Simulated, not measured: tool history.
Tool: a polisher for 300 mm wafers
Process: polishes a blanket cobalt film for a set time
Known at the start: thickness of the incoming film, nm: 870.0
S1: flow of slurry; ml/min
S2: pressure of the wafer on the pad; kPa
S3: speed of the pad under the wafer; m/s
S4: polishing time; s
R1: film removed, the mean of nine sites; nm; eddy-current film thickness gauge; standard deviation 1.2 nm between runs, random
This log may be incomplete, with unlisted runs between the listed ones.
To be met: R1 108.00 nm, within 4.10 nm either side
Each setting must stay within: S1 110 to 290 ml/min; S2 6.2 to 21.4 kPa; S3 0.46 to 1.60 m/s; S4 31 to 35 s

{"run": 1, "day": 0.0, "S1": 185, "S2": 13.8, "S3": 1.02, "S4": 35, "R1": 151.27}
{"run": 2, "day": 0.154, "S1": 185, "S2": 13.1, "S3": 1.02, "S4": 35, "R1": 143.48}
{"run": 3, "day": 0.188, "S1": 185, "S2": 13.1, "S3": 1.02, "S4": 35, "R1": 144.41}
{"run": 4, "day": 0.483, "S1": 160, "S2": 13.1, "S3": 1.02, "S4": 35, "R1": 142.92}
{"run": 5, "day": 0.804, "S1": 160, "S2": 12.4, "S3": 1.02, "S4": 35, "R1": 136.18}
{"run": 6, "day": 0.896, "S1": 160, "S2": 11.7, "S3": 1.02, "S4": 35, "R1": 126.97}
{"run": 7, "day": 1.171, "S1": 160, "S2": 11.0, "S3": 1.02, "S4": 35, "R1": 122.16}
{"run": 8, "day": 1.3, "S1": 160, "S2": 11.0, "S3": 1.02, "S4": 35, "R1": 121.2}
{"run": 9, "day": 1.654, "S1": 160, "S2": 10.3, "S3": 1.02, "S4": 35, "R1": 111.66}

Below are 5 possible settings for the next run. Only one of them brings all results inside the allowed miss of their targets. Which is it?
{"run": "A", "day": 2.008, "S1": 205, "S2": 11.7, "S3": 0.92, "S4": 34, "R1": "?"}
{"run": "B", "day": 2.008, "S1": 180, "S2": 13.8, "S3": 0.82, "S4": 31, "R1": "?"}
{"run": "C", "day": 2.008, "S1": 125, "S2": 9.7, "S3": 1.22, "S4": 35, "R1": "?"}
{"run": "D", "day": 2.008, "S1": 175, "S2": 12.4, "S3": 0.94, "S4": 32, "R1": "?"}
{"run": "E", "day": 2.008, "S1": 195, "S2": 8.3, "S3": 1.34, "S4": 35, "R1": "?"}

move=A R1=116.79
move=B R1=109.38
move=C R1=119.65
move=D R1=115.79
move=E R1=123.23
A: further off than the last run
B: each result inside its tolerance
C: further off than the last run
D: further off than the last run
E: further off than the last run
B meets every target.
